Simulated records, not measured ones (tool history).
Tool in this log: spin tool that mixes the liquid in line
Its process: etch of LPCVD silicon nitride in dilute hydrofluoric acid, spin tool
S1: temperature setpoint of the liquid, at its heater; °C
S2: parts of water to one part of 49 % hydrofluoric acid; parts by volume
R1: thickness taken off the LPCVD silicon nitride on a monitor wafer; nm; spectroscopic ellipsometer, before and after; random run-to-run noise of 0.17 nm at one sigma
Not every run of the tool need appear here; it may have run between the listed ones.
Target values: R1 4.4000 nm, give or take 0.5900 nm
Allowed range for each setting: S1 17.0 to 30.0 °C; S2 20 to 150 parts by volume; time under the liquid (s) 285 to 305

run 1 hour=0.0 | S1=22.0 S2=85 time_under_the_liquid_(s)=285 | R1=1.7281
run 2 hour=1.4 | S1=23.5 S2=75 time_under_the_liquid_(s)=290 | R1=2.1458
run 3 hour=6.5 | S1=24.5 S2=65 time_under_the_liquid_(s)=295 | R1=2.7781
run 4 hour=8.5 | S1=25.5 S2=60 time_under_the_liquid_(s)=295 | R1=3.2960
run 5 hour=16.9 | S1=22.0 S2=60 time_under_the_liquid_(s)=295 | R1=2.5582
run 6 hour=19.9 | S1=22.0 S2=60 time_under_the_liquid_(s)=285 | R1=2.4468
run 7 hour=26.7 | S1=23.0 S2=55 time_under_the_liquid_(s)=290 | R1=2.8286
run 8 hour=28.5 | S1=24.0 S2=50 time_under_the_liquid_(s)=290 | R1=3.3010

Next run, 5 choices. One meets every target within its allowed miss, the rest don't. Which?
run A hour=30.3 | S1=23.0 S2=50 time_under_the_liquid_(s)=295 | R1=?
run B hour=30.3 | S1=18.5 S2=25 time_under_the_liquid_(s)=305 | R1=?
run C hour=30.3 | S1=22.5 S2=55 time_under_the_liquid_(s)=305 | R1=?
run D hour=30.3 | S1=18.5 S2=35 time_under_the_liquid_(s)=285 | R1=?
run E hour=30.3 | S1=23.5 S2=45 time_under_the_liquid_(s)=285 | R1=?

move=A R1=3.1669
move=B R1=4.6809
move=C R1=2.8833
move=D R1=3.1661
move=E R1=3.5082
A: misses by more than the last run did
B: all results in spec
C: misses by more than the last run did
D: misses by more than the last run did
E: closes in on the targets versus the last run, not all within tolerance yet
B meets every target.
